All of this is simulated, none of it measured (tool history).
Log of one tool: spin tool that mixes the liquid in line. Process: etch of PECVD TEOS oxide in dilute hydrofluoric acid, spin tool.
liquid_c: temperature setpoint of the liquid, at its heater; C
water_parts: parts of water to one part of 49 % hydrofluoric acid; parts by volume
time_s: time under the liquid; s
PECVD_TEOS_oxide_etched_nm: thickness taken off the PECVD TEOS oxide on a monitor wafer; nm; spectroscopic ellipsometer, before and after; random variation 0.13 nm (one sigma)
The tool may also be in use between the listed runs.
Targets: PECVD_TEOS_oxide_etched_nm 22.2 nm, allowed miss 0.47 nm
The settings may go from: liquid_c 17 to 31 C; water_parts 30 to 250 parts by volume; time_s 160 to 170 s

| run | day | liquid_c | water_parts | time_s | PECVD_TEOS_oxide_etched_nm |
|---|---|---|---|---|---|
| 1 | 0 | 23 | 140 | 160 | 14.303 |
| 2 | 0.167 | 24.5 | 135 | 160 | 15.732 |
| 3 | 0.521 | 26 | 135 | 160 | 16.747 |
| 4 | 0.554 | 29.5 | 135 | 160 | 19.346 |
| 5 | 0.817 | 30 | 135 | 160 | 19.54 |
| 6 | 1.129 | 30 | 85 | 160 | 32.588 |
| 7 | 1.162 | 28.5 | 85 | 160 | 31.177 |
| 8 | 1.496 | 27 | 85 | 160 | 29.611 |
| 9 | 1.833 | 25.5 | 85 | 160 | 27.826 |
| 10 | 1.962 | 24.5 | 85 | 160 | 26.306 |
| 11 | 2.171 | 24 | 85 | 160 | 26.345 |
| 12 | 2.283 | 23 | 85 | 160 | 25.339 |
| 13 | 2.588 | 19 | 85 | 160 | 21.16 |

Which of these 5 next moves meets every target?
| A | 2.892 | 20.5 | 100 | 170 | ? |
| B | 2.892 | 19.5 | 90 | 160 | ? |
| C | 2.892 | 18.5 | 80 | 170 | ? |
| D | 2.892 | 19.5 | 85 | 170 | ? |
| E | 2.892 | 20 | 90 | 170 | ? |

| move | PECVD_TEOS_oxide_etched_nm |
|---|---|
| A | 20.029 |
| B | 20.327 |
| C | 23.563 |
| D | 22.997 |
| E | 22.05 |
A: further off than the last run
B: further off than the last run
C: takes the result that was furthest off past its target
D: takes the result that was furthest off past its target
E: meets every target
Answer: E
